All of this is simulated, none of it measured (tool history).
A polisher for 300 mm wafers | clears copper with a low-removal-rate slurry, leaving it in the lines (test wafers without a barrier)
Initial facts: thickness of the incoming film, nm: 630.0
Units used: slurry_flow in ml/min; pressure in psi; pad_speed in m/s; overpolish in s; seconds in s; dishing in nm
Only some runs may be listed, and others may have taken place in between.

run,day,slurry_flow,pressure,pad_speed,slurry_solids,overpolish,seconds,dishing
1,0,180,3.6,1.42,1,19,109.76,63.186
2,0.179,180,3.6,1.42,1,14,111.26,50.456
3,0.454,150,3.6,1.42,1,14,107.19,49.856
4,0.775,155,3.5,1.4,1,16,115.71,53.094
5,0.925,155,3.4,1.4,1,17,119.73,54.98
6,1.1,155,3.3,1.4,1,18,125.48,55.538
7,1.192,155,3.2,1.4,1,19,127.45,58.353
8,1.233,155,3.1,1.4,1,20,126.72,56.436
9,1.308,155,3,1.38,1,21,138.97,57.68
10,1.346,155,3,1.38,1,22,136.42,57.647
11,1.662,155,2.9,1.38,1,23,138.62,60.491

For run 12, what comes out?
12,1.971,155,2.8,1.38,1,24,?,?

Run 12 produced seconds 151.4 s, dishing 60.293 nm.
